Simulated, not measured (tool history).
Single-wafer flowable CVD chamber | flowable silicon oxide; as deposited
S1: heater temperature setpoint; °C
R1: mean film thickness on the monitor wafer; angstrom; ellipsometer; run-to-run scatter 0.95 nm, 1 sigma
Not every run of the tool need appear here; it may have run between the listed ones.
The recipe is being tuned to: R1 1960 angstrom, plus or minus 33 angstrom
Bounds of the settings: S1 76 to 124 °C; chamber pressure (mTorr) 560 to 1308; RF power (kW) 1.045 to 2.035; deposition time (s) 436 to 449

{"run": 1, "hour": 0.0, "S1": 100, "chamber pressure (mTorr)": 934, "RF power (kW)": 1.54, "deposition time (s)": 436, "R1": 3185}
{"run": 2, "hour": 1.1, "S1": 103, "chamber pressure (mTorr)": 934, "RF power (kW)": 1.54, "deposition time (s)": 436, "R1": 2838.1}
{"run": 3, "hour": 5.2, "S1": 105, "chamber pressure (mTorr)": 934, "RF power (kW)": 1.54, "deposition time (s)": 436, "R1": 2646.8}
{"run": 4, "hour": 13.1, "S1": 105, "chamber pressure (mTorr)": 934, "RF power (kW)": 1.54, "deposition time (s)": 449, "R1": 2704}
{"run": 5, "hour": 18.7, "S1": 105, "chamber pressure (mTorr)": 934, "RF power (kW)": 1.54, "deposition time (s)": 449, "R1": 2740}
{"run": 6, "hour": 24.3, "S1": 105, "chamber pressure (mTorr)": 829, "RF power (kW)": 1.54, "deposition time (s)": 449, "R1": 2422.6}
{"run": 7, "hour": 26.1, "S1": 113, "chamber pressure (mTorr)": 828, "RF power (kW)": 1.54, "deposition time (s)": 449, "R1": 1809.6}
{"run": 8, "hour": 32.5, "S1": 112, "chamber pressure (mTorr)": 828, "RF power (kW)": 1.54, "deposition time (s)": 449, "R1": 1867}

Pick the move, out of 5, that brings all results within their allowed miss; only one does.
{"run": "A", "hour": 38.9, "S1": 112, "chamber pressure (mTorr)": 760, "RF power (kW)": 1.63, "deposition time (s)": 449, "R1": "?"}
{"run": "B", "hour": 38.9, "S1": 115, "chamber pressure (mTorr)": 850, "RF power (kW)": 1.875, "deposition time (s)": 446, "R1": "?"}
{"run": "C", "hour": 38.9, "S1": 114, "chamber pressure (mTorr)": 842, "RF power (kW)": 1.405, "deposition time (s)": 448, "R1": "?"}
{"run": "D", "hour": 38.9, "S1": 112, "chamber pressure (mTorr)": 827, "RF power (kW)": 1.595, "deposition time (s)": 436, "R1": "?"}
{"run": "E", "hour": 38.9, "S1": 106, "chamber pressure (mTorr)": 735, "RF power (kW)": 1.43, "deposition time (s)": 437, "R1": "?"}

move=A R1=1749.3
move=B R1=1819.7
move=C R1=1701.5
move=D R1=1833.5
move=E R1=1951.6
A: further off than the last run
B: further off than the last run
C: further off than the last run
D: further off than the last run
E: every result within its allowed miss
The right move is E.
